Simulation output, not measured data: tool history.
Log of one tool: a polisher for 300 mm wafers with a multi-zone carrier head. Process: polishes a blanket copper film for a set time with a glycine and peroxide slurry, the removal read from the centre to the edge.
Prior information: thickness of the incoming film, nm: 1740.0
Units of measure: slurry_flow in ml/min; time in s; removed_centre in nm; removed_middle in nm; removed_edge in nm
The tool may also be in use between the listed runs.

run,hour,slurry_flow,centre_zone,middle_zone,edge_zone,time,removed_centre,removed_middle,removed_edge
1,0.0,285,1.00,1.00,1.00,72,309.49,324.95,321.34
2,8.8,290,1.03,1.03,0.95,62,274.54,279.82,267.65
3,11.5,290,1.08,1.03,0.95,62,290.03,287.46,273.27
4,20.1,290,1.08,1.03,1.02,62,292.68,281.88,279.09
5,23.2,290,1.08,1.03,1.02,45,209.56,200.66,197.47
6,25.7,290,1.02,1.03,1.02,45,197.91,205.18,200.87
7,28.6,305,1.05,1.07,0.98,44,200.82,206.26,196.63
8,31.0,295,1.08,1.11,0.93,44,203.11,213.84,189.21
9,35.0,335,1.16,1.17,0.92,45,229.05,232.53,193.87

For run 10, what comes out?
10,36.2,330,1.15,1.17,0.92,45,?,?,?

{"run 10": {"removed_centre": 228.96, "removed_middle": 235.66, "removed_edge": 194.19}}
